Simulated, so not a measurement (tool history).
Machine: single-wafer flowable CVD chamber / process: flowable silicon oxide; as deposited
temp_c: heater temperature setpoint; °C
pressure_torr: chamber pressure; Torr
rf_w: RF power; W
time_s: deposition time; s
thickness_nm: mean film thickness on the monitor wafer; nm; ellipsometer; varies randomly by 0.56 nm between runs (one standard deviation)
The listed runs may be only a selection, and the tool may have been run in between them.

Run 1, hour 0: temp_c 100 °C, pressure_torr 0.756 Torr, rf_w 2040 W, time_s 580 s. Result: thickness_nm 288.08 nm.
Run 2, hour 6.6: temp_c 100 °C, pressure_torr 0.756 Torr, rf_w 1790 W, time_s 580 s. Result: thickness_nm 280.97 nm.
Run 3, hour 10.3: temp_c 104 °C, pressure_torr 0.756 Torr, rf_w 1790 W, time_s 580 s. Result: thickness_nm 244.38 nm.
Run 4, hour 14.2: temp_c 104 °C, pressure_torr 0.756 Torr, rf_w 1790 W, time_s 580 s. Result: thickness_nm 247.41 nm.
Run 5, hour 19.7: temp_c 104 °C, pressure_torr 0.756 Torr, rf_w 1510 W, time_s 580 s. Result: thickness_nm 233.02 nm.
Run 6, hour 25.4: temp_c 99 °C, pressure_torr 0.756 Torr, rf_w 1510 W, time_s 580 s. Result: thickness_nm 276.23 nm.
Run 7, hour 34.2: temp_c 103 °C, pressure_torr 0.756 Torr, rf_w 1510 W, time_s 580 s. Result: thickness_nm 241.55 nm.

Estimate the outcome of run 8 from the log above:
Run 8, hour 42.7: temp_c 113 °C, pressure_torr 0.756 Torr, rf_w 1510 W, time_s 580 s. Result: thickness_nm ?.

thickness_nm: 177.93 nm
